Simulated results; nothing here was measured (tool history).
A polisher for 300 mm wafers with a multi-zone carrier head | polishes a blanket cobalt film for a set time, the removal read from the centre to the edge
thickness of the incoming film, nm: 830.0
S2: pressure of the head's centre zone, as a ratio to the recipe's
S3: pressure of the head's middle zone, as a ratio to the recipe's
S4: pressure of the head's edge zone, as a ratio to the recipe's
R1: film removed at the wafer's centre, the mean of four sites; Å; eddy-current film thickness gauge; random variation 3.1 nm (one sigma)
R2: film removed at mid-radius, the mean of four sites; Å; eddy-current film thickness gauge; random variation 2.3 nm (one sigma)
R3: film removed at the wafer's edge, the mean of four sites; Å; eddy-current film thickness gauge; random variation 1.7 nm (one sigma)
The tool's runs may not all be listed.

{"run": 1, "hour": 0.0, "flow of slurry (ml/min)": 305, "S2": 1, "S3": 1, "S4": 1, "polishing time (s)": 48, "R1": 3054.3, "R2": 3088.1, "R3": 3038.9}
{"run": 2, "hour": 4.9, "flow of slurry (ml/min)": 295, "S2": 0.96, "S3": 0.99, "S4": 0.98, "polishing time (s)": 47, "R1": 2837, "R2": 3035.9, "R3": 2908.8}
{"run": 3, "hour": 9.0, "flow of slurry (ml/min)": 295, "S2": 0.96, "S3": 0.99, "S4": 1.06, "polishing time (s)": 47, "R1": 2777.4, "R2": 2998.7, "R3": 3071.4}
{"run": 4, "hour": 14.8, "flow of slurry (ml/min)": 290, "S2": 0.93, "S3": 0.97, "S4": 1.03, "polishing time (s)": 46, "R1": 2635, "R2": 2916, "R3": 2919}
{"run": 5, "hour": 22.0, "flow of slurry (ml/min)": 290, "S2": 0.93, "S3": 0.97, "S4": 1.07, "polishing time (s)": 46, "R1": 2701.3, "R2": 2901.4, "R3": 3000.8}
{"run": 6, "hour": 29.5, "flow of slurry (ml/min)": 280, "S2": 0.91, "S3": 0.95, "S4": 1.05, "polishing time (s)": 45, "R1": 2550.6, "R2": 2770.4, "R3": 2907.5}
{"run": 7, "hour": 30.4, "flow of slurry (ml/min)": 275, "S2": 0.89, "S3": 0.94, "S4": 1.03, "polishing time (s)": 44, "R1": 2464.4, "R2": 2691.4, "R3": 2801.7}

Run 8 comes next. What will it give?
{"run": 8, "hour": 36.7, "flow of slurry (ml/min)": 270, "S2": 0.87, "S3": 0.94, "S4": 1.02, "polishing time (s)": 43, "R1": "?", "R2": "?", "R3": "?"}

{"run 8": {"R1": 2308.5, "R2": 2649.7, "R3": 2698.4}}
